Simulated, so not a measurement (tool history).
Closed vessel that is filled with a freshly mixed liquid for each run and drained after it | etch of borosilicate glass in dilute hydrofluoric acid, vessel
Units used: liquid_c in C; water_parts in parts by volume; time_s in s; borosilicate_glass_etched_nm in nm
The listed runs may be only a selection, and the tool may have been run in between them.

run,hour,liquid_c,water_parts,time_s,borosilicate_glass_etched_nm
1,0,25,115,30,7.0187
2,1.4,26.5,110,30,7.8135
3,10.1,27.5,105,30,8.5166
4,13,24.5,105,30,7.6581
5,21,26,100,30,8.5154
6,23.9,27,100,30,8.8096
7,31.4,28,100,30,9.2057
8,34.7,29,100,30,9.529
9,43.3,33,85,30,13.388

Run 10 is up next; what results do you expect?
10,49.3,32.5,85,30,?

Run 10 produced borosilicate_glass_etched_nm 13.126 nm.
